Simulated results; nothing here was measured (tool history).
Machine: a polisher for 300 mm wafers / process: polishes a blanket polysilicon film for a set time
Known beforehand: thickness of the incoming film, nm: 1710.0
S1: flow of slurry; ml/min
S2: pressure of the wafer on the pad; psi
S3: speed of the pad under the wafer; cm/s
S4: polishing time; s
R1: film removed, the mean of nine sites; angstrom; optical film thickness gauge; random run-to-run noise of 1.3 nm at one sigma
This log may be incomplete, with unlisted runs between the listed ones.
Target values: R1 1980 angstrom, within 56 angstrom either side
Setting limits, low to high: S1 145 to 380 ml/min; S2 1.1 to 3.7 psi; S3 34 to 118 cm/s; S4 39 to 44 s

| run | hour | S1 | S2 | S3 | S4 | R1 |
|---|---|---|---|---|---|---|
| 1 | 0 | 245 | 2.4 | 76 | 44 | 2260.1 |
| 2 | 7.6 | 245 | 1.9 | 76 | 44 | 1818.4 |
| 3 | 14.6 | 245 | 1.9 | 76 | 44 | 1794.2 |
| 4 | 21.4 | 250 | 2 | 76 | 44 | 1912.5 |
| 5 | 27.9 | 260 | 2 | 76 | 44 | 1915.3 |
| 6 | 31.5 | 260 | 2 | 68 | 44 | 1757.9 |
| 7 | 37.4 | 265 | 2 | 68 | 44 | 1750.8 |
| 8 | 42.3 | 270 | 2 | 68 | 44 | 1760 |
| 9 | 47 | 275 | 2 | 68 | 44 | 1766.2 |

Which of these 4 next moves meets every target?
| A | 51.7 | 270 | 2.1 | 54 | 44 | ? |
| B | 51.7 | 320 | 2.1 | 84 | 39 | ? |
| C | 51.7 | 285 | 2.2 | 74 | 44 | ? |
| D | 51.7 | 295 | 2.1 | 66 | 40 | ? |

| move | R1 |
|---|---|
| A | 1544.2 |
| B | 1974.2 |
| C | 2077.7 |
| D | 1653.8 |
A: moves away from the targets compared with the last run
B: all results land within tolerance of their targets
C: takes the biggest miss from the last run beyond its target
D: moves away from the targets compared with the last run
The right move is B.
